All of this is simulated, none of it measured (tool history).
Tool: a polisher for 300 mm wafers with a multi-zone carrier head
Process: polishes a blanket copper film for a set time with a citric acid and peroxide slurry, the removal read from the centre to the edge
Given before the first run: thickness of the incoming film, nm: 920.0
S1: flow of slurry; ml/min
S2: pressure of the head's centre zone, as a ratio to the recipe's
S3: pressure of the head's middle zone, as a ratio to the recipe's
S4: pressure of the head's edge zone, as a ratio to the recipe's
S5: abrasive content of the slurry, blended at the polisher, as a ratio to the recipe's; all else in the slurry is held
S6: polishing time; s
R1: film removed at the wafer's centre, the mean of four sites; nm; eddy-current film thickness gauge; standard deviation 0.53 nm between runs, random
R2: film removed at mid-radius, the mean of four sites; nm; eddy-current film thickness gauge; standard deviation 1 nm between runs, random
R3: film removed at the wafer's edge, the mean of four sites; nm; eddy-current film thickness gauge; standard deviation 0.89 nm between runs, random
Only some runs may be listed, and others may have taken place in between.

Run 1, day 0.000: S1 225 ml/min, S2 1.00, S3 1.00, S4 1.00, S5 1.00, S6 44 s. Result: R1 60.826 nm, R2 63.789 nm, R3 63.145 nm.
Run 2, day 0.062: S1 225 ml/min, S2 1.00, S3 1.00, S4 1.06, S5 1.00, S6 44 s. Result: R1 61.401 nm, R2 62.622 nm, R3 66.165 nm.
Run 3, day 0.292: S1 225 ml/min, S2 1.00, S3 1.00, S4 1.06, S5 1.00, S6 48 s. Result: R1 66.750 nm, R2 66.631 nm, R3 72.600 nm.
Run 4, day 0.375: S1 240 ml/min, S2 1.03, S3 1.03, S4 1.07, S5 1.05, S6 48 s. Result: R1 70.020 nm, R2 71.414 nm, R3 72.693 nm.
Run 5, day 0.525: S1 250 ml/min, S2 1.05, S3 1.04, S4 1.09, S5 1.10, S6 48 s. Result: R1 72.470 nm, R2 71.795 nm, R3 75.127 nm.
Run 6, day 0.767: S1 250 ml/min, S2 1.00, S3 1.04, S4 1.09, S5 1.10, S6 48 s. Result: R1 69.868 nm, R2 72.857 nm, R3 74.721 nm.
Run 7, day 0.871: S1 260 ml/min, S2 1.03, S3 1.05, S4 1.10, S5 1.15, S6 48 s. Result: R1 72.680 nm, R2 76.868 nm, R3 76.357 nm.

Forecast run 8:
Run 8, day 1.238: S1 275 ml/min, S2 1.05, S3 1.05, S4 1.11, S5 1.15, S6 48 s. Result: R1 ?, R2 ?, R3 ?.

Run 8 yielded R1 74.450 nm, R2 74.399 nm, R3 76.966 nm.
